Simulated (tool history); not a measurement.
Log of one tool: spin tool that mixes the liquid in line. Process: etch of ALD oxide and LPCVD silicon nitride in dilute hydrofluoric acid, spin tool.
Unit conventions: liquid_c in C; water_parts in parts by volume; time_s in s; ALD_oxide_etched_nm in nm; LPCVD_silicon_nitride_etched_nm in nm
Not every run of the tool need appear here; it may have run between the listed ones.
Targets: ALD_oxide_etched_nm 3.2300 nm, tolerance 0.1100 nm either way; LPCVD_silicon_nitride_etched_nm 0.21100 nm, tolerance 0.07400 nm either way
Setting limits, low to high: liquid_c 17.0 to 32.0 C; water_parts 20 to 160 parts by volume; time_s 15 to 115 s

run	hour	liquid_c	water_parts	time_s	ALD_oxide_etched_nm	LPCVD_silicon_nitride_etched_nm
1	0.0	24.0	90	60	6.2017	0.36917
2	1.3	24.0	65	60	8.8120	0.55637
3	10.3	23.0	75	60	7.3193	0.44159
4	19.3	23.0	95	60	5.6574	0.29139
5	23.4	23.0	95	40	3.6832	0.24283
6	26.5	26.5	95	40	4.2722	0.25063
7	27.5	25.5	95	40	4.1729	0.24027
8	29.5	24.5	95	40	3.9345	0.22884
9	35.7	24.0	95	40	3.8599	0.23648
10	37.1	23.5	95	40	3.7876	0.23042
11	40.7	23.0	95	40	3.7070	0.23728
12	45.7	23.0	95	40	3.6970	0.21215
13	53.0	22.5	95	40	3.5920	0.21483
14	61.5	22.0	95	40	3.5824	0.18924

Which of these 4 next moves meets every target?
A	70.0	27.0	65	25	?	?
B	70.0	22.0	85	35	?	?
C	70.0	21.0	160	75	?	?
D	70.0	22.0	115	45	?	?

move	ALD_oxide_etched_nm	LPCVD_silicon_nitride_etched_nm
A	4.2294	0.19279
B	3.6088	0.14866
C	3.6290	0.16034
D	3.3111	0.14208
A: moves away from the targets compared with the last run
B: moves away from the targets compared with the last run
C: moves away from the targets compared with the last run
D: in spec on every target
Correct choice: D, which meets every target

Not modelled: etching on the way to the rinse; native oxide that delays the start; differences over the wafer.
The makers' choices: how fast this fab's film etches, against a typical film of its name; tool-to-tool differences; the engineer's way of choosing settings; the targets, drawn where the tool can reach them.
